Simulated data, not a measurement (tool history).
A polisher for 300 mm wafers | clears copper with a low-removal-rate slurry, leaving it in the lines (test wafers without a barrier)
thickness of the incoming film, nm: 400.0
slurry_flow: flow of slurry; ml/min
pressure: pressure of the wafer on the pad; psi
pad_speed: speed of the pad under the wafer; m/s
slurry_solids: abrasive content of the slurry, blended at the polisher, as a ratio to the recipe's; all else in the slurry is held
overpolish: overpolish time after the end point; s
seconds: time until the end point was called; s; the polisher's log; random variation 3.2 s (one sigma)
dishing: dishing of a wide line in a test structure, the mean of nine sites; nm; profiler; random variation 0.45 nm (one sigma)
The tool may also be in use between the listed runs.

| run | day | slurry_flow | pressure | pad_speed | slurry_solids | overpolish | seconds | dishing |
|---|---|---|---|---|---|---|---|---|
| 1 | 0.000 | 215 | 3.0 | 1.08 | 1.00 | 22 | 146.95 | 28.277 |
| 2 | 0.308 | 215 | 3.0 | 1.08 | 0.85 | 22 | 154.11 | 28.542 |
| 3 | 0.392 | 215 | 2.9 | 1.08 | 0.85 | 20 | 160.53 | 25.350 |
| 4 | 0.621 | 215 | 2.9 | 1.32 | 0.85 | 20 | 134.45 | 29.946 |
| 5 | 0.892 | 215 | 2.8 | 1.30 | 0.85 | 19 | 137.30 | 27.603 |
| 6 | 1.146 | 215 | 2.6 | 1.30 | 0.85 | 19 | 146.07 | 26.549 |
| 7 | 1.238 | 215 | 2.5 | 1.30 | 0.85 | 19 | 148.85 | 24.632 |
| 8 | 1.479 | 215 | 2.4 | 1.30 | 0.85 | 19 | 156.42 | 25.951 |
| 9 | 1.746 | 215 | 2.3 | 1.30 | 0.85 | 18 | 163.15 | 25.201 |

Run 10 comes next. What will it give?
| 10 | 1.988 | 215 | 2.3 | 1.30 | 0.85 | 17 | ? | ? |

{"run 10": {"seconds": 158.44, "dishing": 23.227}}

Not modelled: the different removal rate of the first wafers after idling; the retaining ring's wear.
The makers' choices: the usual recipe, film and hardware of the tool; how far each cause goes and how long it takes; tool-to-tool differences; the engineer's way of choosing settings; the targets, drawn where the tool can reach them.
